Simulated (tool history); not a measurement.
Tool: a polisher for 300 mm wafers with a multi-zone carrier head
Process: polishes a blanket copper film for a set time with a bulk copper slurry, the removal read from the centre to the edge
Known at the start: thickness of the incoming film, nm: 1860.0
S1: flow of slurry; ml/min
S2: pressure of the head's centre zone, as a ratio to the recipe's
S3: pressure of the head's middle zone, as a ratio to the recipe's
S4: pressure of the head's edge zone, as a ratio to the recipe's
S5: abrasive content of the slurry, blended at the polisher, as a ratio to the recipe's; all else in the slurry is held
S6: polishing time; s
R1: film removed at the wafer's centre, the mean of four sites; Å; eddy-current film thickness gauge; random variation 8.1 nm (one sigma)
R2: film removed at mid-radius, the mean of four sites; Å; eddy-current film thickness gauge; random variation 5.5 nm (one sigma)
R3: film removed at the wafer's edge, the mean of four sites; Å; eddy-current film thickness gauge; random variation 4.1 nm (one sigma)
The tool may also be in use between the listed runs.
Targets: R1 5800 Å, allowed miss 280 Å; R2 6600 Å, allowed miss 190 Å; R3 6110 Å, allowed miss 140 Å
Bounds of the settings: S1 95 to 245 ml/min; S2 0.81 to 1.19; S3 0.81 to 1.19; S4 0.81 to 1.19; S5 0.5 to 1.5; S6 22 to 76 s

| run | hour | S1 | S2 | S3 | S4 | S5 | S6 | R1 | R2 | R3 |
|---|---|---|---|---|---|---|---|---|---|---|
| 1 | 0 | 155 | 1 | 1 | 1 | 1 | 49 | 4399.9 | 4728.3 | 4642.8 |
| 2 | 1.9 | 175 | 1.02 | 1.04 | 1.05 | 1.15 | 50 | 4940.1 | 5131.3 | 5043.3 |
| 3 | 7.1 | 150 | 1.02 | 1.04 | 1.05 | 1.15 | 50 | 4718.5 | 4988.5 | 4986.3 |
| 4 | 14.8 | 150 | 1.02 | 1.04 | 1.05 | 1.35 | 50 | 4819.1 | 5142.4 | 5042.8 |
| 5 | 19.1 | 170 | 1.01 | 1.09 | 1.09 | 1.4 | 51 | 5085.3 | 5722.8 | 5328.9 |
| 6 | 20.1 | 185 | 1.01 | 1.1 | 1.12 | 1.45 | 52 | 5150.9 | 5891.7 | 5647.4 |
| 7 | 26.5 | 195 | 1.03 | 1.12 | 1.13 | 1.45 | 52 | 5568 | 5892.5 | 5725.6 |
| 8 | 29.2 | 205 | 1.02 | 1.14 | 1.14 | 1.45 | 52 | 5340.4 | 6218.6 | 5789.6 |
| 9 | 32.7 | 205 | 1.02 | 1.14 | 1.14 | 1.45 | 52 | 5455.3 | 6069.7 | 5804.7 |

Which of these 5 next moves meets every target?
| A | 36.2 | 150 | 1.02 | 1.14 | 1.19 | 1.5 | 59 | ? | ? | ? |
| B | 36.2 | 245 | 0.97 | 1.07 | 1.03 | 1.3 | 58 | ? | ? | ? |
| C | 36.2 | 205 | 0.92 | 1.11 | 1.19 | 1.5 | 55 | ? | ? | ? |
| D | 36.2 | 210 | 0.9 | 1.01 | 1.19 | 1.4 | 58 | ? | ? | ? |
| E | 36.2 | 200 | 1.02 | 1.02 | 1.19 | 1.35 | 57 | ? | ? | ? |

| move | R1 | R2 | R3 |
|---|---|---|---|
| A | 5842.5 | 6685.5 | 6504.6 |
| B | 5797.7 | 6587.9 | 6139.1 |
| C | 5203 | 6432.4 | 6301.6 |
| D | 5321.1 | 6255 | 6592.9 |
| E | 5851.6 | 6109.9 | 6406.2 |
A: brings the result that was furthest off to its target, and leaves another outside
B: meets every target
C: brings the result that was furthest off to its target, and leaves another outside
D: further off than the last run
E: nearer than the last run, and not there yet
Move B is the one to make.
